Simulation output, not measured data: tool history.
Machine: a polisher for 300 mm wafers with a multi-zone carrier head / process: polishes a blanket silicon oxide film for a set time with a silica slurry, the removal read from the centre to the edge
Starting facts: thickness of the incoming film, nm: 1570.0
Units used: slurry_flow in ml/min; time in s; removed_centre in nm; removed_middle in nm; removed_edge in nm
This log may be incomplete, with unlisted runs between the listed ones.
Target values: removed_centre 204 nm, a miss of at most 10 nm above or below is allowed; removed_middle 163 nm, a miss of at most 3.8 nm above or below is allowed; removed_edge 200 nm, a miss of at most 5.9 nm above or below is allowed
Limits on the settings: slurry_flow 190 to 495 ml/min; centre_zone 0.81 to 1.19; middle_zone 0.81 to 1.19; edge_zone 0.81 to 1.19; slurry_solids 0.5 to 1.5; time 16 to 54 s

run,day,slurry_flow,centre_zone,middle_zone,edge_zone,slurry_solids,time,removed_centre,removed_middle,removed_edge
1,0,320,1,1,1,1,35,166.73,167.03,170.89
2,0.338,325,1.01,0.99,1.02,1,35,165.14,166.15,175.43
3,0.629,325,0.96,0.99,1.02,1,35,161.89,164.42,172.12
4,0.662,330,0.99,0.97,1.02,1,35,165.93,163.42,170.02
5,0.942,330,0.99,0.97,1.02,0.8,35,142.18,141.76,150.13
6,1.279,330,0.99,0.97,1.06,0.8,35,144.7,142.25,154.46
7,1.392,330,1.01,0.96,1.07,0.85,35,153.92,144.2,160.44
8,1.467,350,1.11,0.94,1.17,1.1,35,191.58,166.82,196.46
9,1.612,350,1.12,0.94,1.17,1.1,35,192.43,168.28,196.73

Of the 4 settings listed for the next run, only one would bring every result within its allowed miss of target. Which one?
A,1.758,375,1.12,0.98,1.09,1.35,33,?,?,?
B,1.758,315,1.13,0.88,1.16,1.25,34,?,?,?
C,1.758,345,1.06,0.98,1.15,1.05,37,?,?,?
D,1.758,235,1.01,0.87,1.17,1.15,35,?,?,?

move,removed_centre,removed_middle,removed_edge
A,207.79,180.52,195.87
B,205.74,162.25,199.7
C,194.46,178.73,199.53
D,176.78,155.18,194.76
A: lands further from the targets than the last run did
B: in spec on every target
C: lands further from the targets than the last run did
D: the result that was furthest off in the last run now lies on the other side of its target
Move B is the one to make.
